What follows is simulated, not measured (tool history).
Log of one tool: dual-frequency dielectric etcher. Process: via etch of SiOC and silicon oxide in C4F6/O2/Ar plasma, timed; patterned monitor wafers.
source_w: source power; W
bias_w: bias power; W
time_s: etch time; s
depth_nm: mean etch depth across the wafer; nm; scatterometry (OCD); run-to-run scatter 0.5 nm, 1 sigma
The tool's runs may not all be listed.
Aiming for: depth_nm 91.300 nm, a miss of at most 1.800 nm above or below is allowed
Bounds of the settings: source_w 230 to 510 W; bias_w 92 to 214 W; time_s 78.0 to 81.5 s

| run | hour | source_w | bias_w | time_s | depth_nm |
|---|---|---|---|---|---|
| 1 | 0.0 | 370 | 153 | 78.0 | 83.180 |
| 2 | 4.5 | 380 | 154 | 78.0 | 83.564 |
| 3 | 12.5 | 410 | 154 | 78.0 | 86.333 |
| 4 | 16.6 | 420 | 155 | 78.0 | 88.420 |
| 5 | 24.5 | 480 | 155 | 78.0 | 94.351 |
| 6 | 32.5 | 510 | 155 | 78.0 | 96.284 |
| 7 | 33.6 | 500 | 154 | 78.0 | 96.146 |
| 8 | 40.5 | 490 | 153 | 78.0 | 94.999 |
| 9 | 44.4 | 480 | 152 | 78.0 | 93.807 |

Next run, 5 choices. One meets every target within its allowed miss, the rest don't. Which?
| A | 48.3 | 460 | 163 | 80.5 | ? |
| B | 48.3 | 460 | 196 | 78.5 | ? |
| C | 48.3 | 490 | 165 | 78.0 | ? |
| D | 48.3 | 420 | 167 | 78.5 | ? |
| E | 48.3 | 480 | 154 | 79.5 | ? |

| move | depth_nm |
|---|---|
| A | 95.712 |
| B | 97.960 |
| C | 95.836 |
| D | 89.924 |
| E | 95.079 |
A: lands further from the targets than the last run did
B: lands further from the targets than the last run did
C: lands further from the targets than the last run did
D: all results land within tolerance of their targets
E: lands further from the targets than the last run did
Go with D: it meets all targets.
